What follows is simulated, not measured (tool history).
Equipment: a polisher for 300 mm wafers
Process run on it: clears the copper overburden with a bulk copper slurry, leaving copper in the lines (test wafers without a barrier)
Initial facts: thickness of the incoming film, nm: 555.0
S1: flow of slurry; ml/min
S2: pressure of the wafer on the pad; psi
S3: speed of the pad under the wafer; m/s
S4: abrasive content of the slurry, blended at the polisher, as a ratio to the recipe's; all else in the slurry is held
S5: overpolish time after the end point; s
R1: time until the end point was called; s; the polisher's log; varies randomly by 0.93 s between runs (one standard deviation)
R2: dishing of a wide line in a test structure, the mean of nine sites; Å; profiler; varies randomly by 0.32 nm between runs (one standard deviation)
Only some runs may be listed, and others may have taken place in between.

run,hour,S1,S2,S3,S4,S5,R1,R2
1,0.0,195,1.7,1.16,1.00,12,85.774,328.71
2,8.3,175,1.7,1.16,1.00,12,84.792,328.34
3,11.6,175,1.7,1.00,1.00,12,98.578,300.72
4,13.3,165,1.7,1.08,1.10,10,90.389,287.37
5,14.9,165,1.7,1.08,1.10,14,88.410,339.73
6,22.8,155,1.7,1.16,1.20,12,85.285,328.50

What does the tool deliver on the next run?
7,31.5,145,1.8,1.16,1.05,10,?,?

{"run 7": {"R1": 80.487, "R2": 299.68}}

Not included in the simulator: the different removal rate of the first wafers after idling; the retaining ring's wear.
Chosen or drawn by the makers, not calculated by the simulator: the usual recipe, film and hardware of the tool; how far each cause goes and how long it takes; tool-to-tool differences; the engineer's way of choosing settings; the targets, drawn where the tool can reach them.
